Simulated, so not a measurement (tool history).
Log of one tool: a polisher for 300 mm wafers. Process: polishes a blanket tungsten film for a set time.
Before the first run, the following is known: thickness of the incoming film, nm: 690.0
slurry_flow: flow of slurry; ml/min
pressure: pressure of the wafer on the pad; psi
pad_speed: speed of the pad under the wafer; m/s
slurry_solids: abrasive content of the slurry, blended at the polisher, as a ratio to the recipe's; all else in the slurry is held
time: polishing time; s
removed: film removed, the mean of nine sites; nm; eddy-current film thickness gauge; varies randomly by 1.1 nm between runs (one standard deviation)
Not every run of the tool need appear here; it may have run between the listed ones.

{"run": 1, "hour": 0.0, "slurry_flow": 270, "pressure": 4.7, "pad_speed": 1.24, "slurry_solids": 1, "time": 49, "removed": 334.66}
{"run": 2, "hour": 3.3, "slurry_flow": 265, "pressure": 4.2, "pad_speed": 1.2, "slurry_solids": 1, "time": 49, "removed": 295.05}
{"run": 3, "hour": 10.4, "slurry_flow": 265, "pressure": 3.8, "pad_speed": 1.16, "slurry_solids": 1, "time": 49, "removed": 263.17}
{"run": 4, "hour": 13.4, "slurry_flow": 230, "pressure": 3.8, "pad_speed": 1.16, "slurry_solids": 1, "time": 49, "removed": 259.83}
{"run": 5, "hour": 16.5, "slurry_flow": 230, "pressure": 4.3, "pad_speed": 1.16, "slurry_solids": 1, "time": 49, "removed": 286.01}
{"run": 6, "hour": 23.7, "slurry_flow": 195, "pressure": 4.3, "pad_speed": 1.16, "slurry_solids": 1, "time": 49, "removed": 282.33}
{"run": 7, "hour": 31.8, "slurry_flow": 195, "pressure": 3.8, "pad_speed": 1.14, "slurry_solids": 1, "time": 49, "removed": 247.09}
{"run": 8, "hour": 37.6, "slurry_flow": 190, "pressure": 3.4, "pad_speed": 1.12, "slurry_solids": 1, "time": 49, "removed": 223.23}
{"run": 9, "hour": 44.0, "slurry_flow": 185, "pressure": 3.1, "pad_speed": 1.12, "slurry_solids": 1, "time": 49, "removed": 205.24}
{"run": 10, "hour": 51.3, "slurry_flow": 175, "pressure": 2.1, "pad_speed": 1.12, "slurry_solids": 1, "time": 49, "removed": 146.61}
{"run": 11, "hour": 52.9, "slurry_flow": 180, "pressure": 2.2, "pad_speed": 1.12, "slurry_solids": 1, "time": 49, "removed": 153.14}
{"run": 12, "hour": 55.2, "slurry_flow": 185, "pressure": 2.2, "pad_speed": 1.12, "slurry_solids": 1, "time": 49, "removed": 153.07}
{"run": 13, "hour": 61.2, "slurry_flow": 190, "pressure": 2.2, "pad_speed": 1.12, "slurry_solids": 1, "time": 49, "removed": 153.84}
{"run": 14, "hour": 65.2, "slurry_flow": 195, "pressure": 2.2, "pad_speed": 1.12, "slurry_solids": 1, "time": 49, "removed": 154.1}
{"run": 15, "hour": 73.7, "slurry_flow": 195, "pressure": 2.2, "pad_speed": 1.12, "slurry_solids": 1, "time": 49, "removed": 154.82}
{"run": 16, "hour": 79.1, "slurry_flow": 200, "pressure": 2.2, "pad_speed": 1.12, "slurry_solids": 1, "time": 49, "removed": 155.9}
{"run": 17, "hour": 80.6, "slurry_flow": 205, "pressure": 2.2, "pad_speed": 1.12, "slurry_solids": 1, "time": 49, "removed": 157.48}

The next listed run, before its measurement:
{"run": 18, "hour": 81.5, "slurry_flow": 210, "pressure": 2.2, "pad_speed": 1.12, "slurry_solids": 1, "time": 49, "removed": "?"}

removed: 155.86 nm
